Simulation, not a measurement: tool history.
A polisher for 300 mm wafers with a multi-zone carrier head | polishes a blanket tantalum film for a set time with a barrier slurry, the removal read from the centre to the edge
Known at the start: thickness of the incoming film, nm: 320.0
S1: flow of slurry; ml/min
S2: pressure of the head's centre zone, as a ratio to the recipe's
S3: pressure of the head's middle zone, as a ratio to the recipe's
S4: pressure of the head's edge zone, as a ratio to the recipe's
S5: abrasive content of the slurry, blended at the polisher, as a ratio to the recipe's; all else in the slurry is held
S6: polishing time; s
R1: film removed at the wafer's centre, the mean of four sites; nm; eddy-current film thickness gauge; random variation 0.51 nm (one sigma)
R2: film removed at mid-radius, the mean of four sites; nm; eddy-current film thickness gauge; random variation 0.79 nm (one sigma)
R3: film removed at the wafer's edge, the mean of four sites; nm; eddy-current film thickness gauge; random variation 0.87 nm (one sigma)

| run | day | S1 | S2 | S3 | S4 | S5 | S6 | R1 | R2 | R3 |
|---|---|---|---|---|---|---|---|---|---|---|
| 1 | 0.000 | 300 | 1.00 | 1.00 | 1.00 | 1.00 | 55 | 108.410 | 107.880 | 107.230 |
| 2 | 0.250 | 295 | 0.98 | 0.96 | 0.96 | 0.85 | 51 | 92.039 | 87.216 | 92.845 |
| 3 | 0.338 | 300 | 0.97 | 0.97 | 0.92 | 0.75 | 48 | 80.511 | 79.468 | 78.368 |
| 4 | 0.646 | 300 | 0.97 | 0.97 | 0.92 | 0.75 | 53 | 88.446 | 87.571 | 87.790 |
| 5 | 0.971 | 235 | 0.97 | 0.97 | 0.92 | 0.75 | 53 | 86.150 | 86.479 | 87.156 |
| 6 | 1.292 | 235 | 1.02 | 0.97 | 0.92 | 0.75 | 53 | 91.086 | 84.697 | 86.399 |
| 7 | 1.654 | 250 | 0.99 | 0.95 | 0.90 | 0.65 | 51 | 78.099 | 73.920 | 78.226 |
| 8 | 1.950 | 260 | 0.98 | 0.94 | 0.88 | 0.60 | 51 | 74.234 | 68.874 | 74.417 |

Forecast run 9:
| 9 | 2.271 | 265 | 0.97 | 0.94 | 0.86 | 0.60 | 51 | ? | ? | ? |

{"run 9": {"R1": 73.204, "R2": 69.674, "R3": 73.568}}

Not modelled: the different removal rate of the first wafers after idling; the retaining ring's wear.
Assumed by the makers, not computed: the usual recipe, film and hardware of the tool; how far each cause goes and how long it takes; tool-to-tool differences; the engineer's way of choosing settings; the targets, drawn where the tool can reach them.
